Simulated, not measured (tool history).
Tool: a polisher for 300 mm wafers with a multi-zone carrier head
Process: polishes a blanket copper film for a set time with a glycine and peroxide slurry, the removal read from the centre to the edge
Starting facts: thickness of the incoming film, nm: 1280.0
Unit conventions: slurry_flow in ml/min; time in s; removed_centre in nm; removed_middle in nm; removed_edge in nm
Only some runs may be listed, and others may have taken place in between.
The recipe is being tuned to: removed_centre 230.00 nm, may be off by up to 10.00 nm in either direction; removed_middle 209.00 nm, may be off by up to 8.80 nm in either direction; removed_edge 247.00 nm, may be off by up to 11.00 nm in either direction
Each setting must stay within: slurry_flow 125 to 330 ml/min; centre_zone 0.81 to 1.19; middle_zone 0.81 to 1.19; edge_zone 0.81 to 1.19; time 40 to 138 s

run,hour,slurry_flow,centre_zone,middle_zone,edge_zone,time,removed_centre,removed_middle,removed_edge
1,0.0,210,1.00,1.00,1.00,88,423.50,422.93,431.60
2,7.8,205,0.99,0.97,0.99,78,382.16,369.00,387.13
3,16.0,205,1.02,0.97,0.99,78,394.10,362.26,380.44
4,19.7,230,1.02,0.97,0.99,78,396.74,366.79,386.02
5,20.8,215,0.99,0.94,0.98,70,341.33,317.87,339.95
6,26.4,215,0.96,0.94,0.98,70,322.65,316.21,333.15
7,27.7,215,0.95,0.91,0.98,66,303.53,297.54,322.80
8,31.7,215,0.95,0.89,0.98,62,281.90,264.07,306.93
9,32.8,195,0.92,0.85,0.88,48,213.41,195.14,221.84
10,36.6,205,0.92,0.85,0.89,48,216.81,199.92,225.25
11,39.4,210,0.92,0.85,0.90,48,220.32,197.38,228.64
12,45.9,215,0.92,0.85,0.91,48,218.27,203.52,225.05
13,50.0,210,0.93,0.85,0.92,48,224.21,202.64,226.50
14,56.3,205,0.93,0.84,0.94,48,219.63,198.06,229.88
15,64.1,210,0.93,0.84,0.95,48,219.34,193.29,227.91

Exercise: of the 5 proposed moves below, exactly one satisfies all targets within the stated allowed misses. Which move is it?
A,71.9,320,0.92,0.84,1.02,48,?,?,?
B,71.9,210,0.81,0.82,0.96,51,?,?,?
C,71.9,245,0.86,0.86,1.04,49,?,?,?
D,71.9,185,0.83,0.81,1.07,54,?,?,?
E,71.9,200,0.88,0.81,1.04,53,?,?,?

move,removed_centre,removed_middle,removed_edge
A,230.76,208.55,254.30
B,203.86,206.74,252.91
C,213.12,210.90,256.23
D,216.17,212.26,277.73
E,228.37,211.01,271.44
A: hits every target within its allowed miss
B: puts the biggest miss on target and leaves a different result outside tolerance
C: puts the biggest miss on target and leaves a different result outside tolerance
D: puts the biggest miss on target and leaves a different result outside tolerance
E: puts the biggest miss on target and leaves a different result outside tolerance
Move A is the one to make.

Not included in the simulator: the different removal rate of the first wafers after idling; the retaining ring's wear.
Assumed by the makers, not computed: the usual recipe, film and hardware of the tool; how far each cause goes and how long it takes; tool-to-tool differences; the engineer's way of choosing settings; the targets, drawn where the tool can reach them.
